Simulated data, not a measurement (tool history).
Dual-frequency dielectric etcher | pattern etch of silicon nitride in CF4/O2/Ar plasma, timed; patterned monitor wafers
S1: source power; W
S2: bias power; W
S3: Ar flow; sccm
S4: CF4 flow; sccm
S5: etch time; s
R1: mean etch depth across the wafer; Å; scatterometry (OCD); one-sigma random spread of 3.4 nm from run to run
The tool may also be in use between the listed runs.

run,hour,S1,S2,S3,S4,S5,R1
1,0,490,44,124,71,635,10734
2,1.1,490,44,124,71,661,11137
3,7.3,450,43,125,71,660.5,10222
4,9,450,43,125,71,661,10094
5,11.6,450,43,104,71,661,10480
6,14.6,450,43,104,62,661,10333
7,18.7,420,43,104,62,661,9677.4
8,24.4,400,43,104,62,661,9282.4
9,25.1,380,43,104,62,661,8911
10,28.7,370,43,104,62,661,8607

Forecast run 11:
11,33.5,360,43,104,62,661,?

{"run 11": {"R1": 8462.2}}

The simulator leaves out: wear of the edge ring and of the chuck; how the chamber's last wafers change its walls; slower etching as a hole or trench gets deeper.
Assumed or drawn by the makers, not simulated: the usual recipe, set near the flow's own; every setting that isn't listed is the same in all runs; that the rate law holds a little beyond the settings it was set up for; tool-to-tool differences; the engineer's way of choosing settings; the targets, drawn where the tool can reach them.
